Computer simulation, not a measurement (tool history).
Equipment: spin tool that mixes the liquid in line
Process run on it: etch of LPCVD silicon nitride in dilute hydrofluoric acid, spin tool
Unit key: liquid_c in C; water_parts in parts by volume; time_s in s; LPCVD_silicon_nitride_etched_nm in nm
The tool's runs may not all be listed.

run,hour,liquid_c,water_parts,time_s,LPCVD_silicon_nitride_etched_nm
1,0.0,25.0,120,305,1.36490
2,4.5,25.0,120,325,1.45190
3,11.6,23.5,130,325,1.21250
4,13.5,23.5,130,325,1.19300
5,20.9,22.0,135,325,1.03920
6,23.0,21.0,135,325,0.97721

Run 7, settings as shown, results not yet in. Your forecast:
7,26.6,20.0,135,325,?

Run 7 gave LPCVD_silicon_nitride_etched_nm 0.93032 nm.

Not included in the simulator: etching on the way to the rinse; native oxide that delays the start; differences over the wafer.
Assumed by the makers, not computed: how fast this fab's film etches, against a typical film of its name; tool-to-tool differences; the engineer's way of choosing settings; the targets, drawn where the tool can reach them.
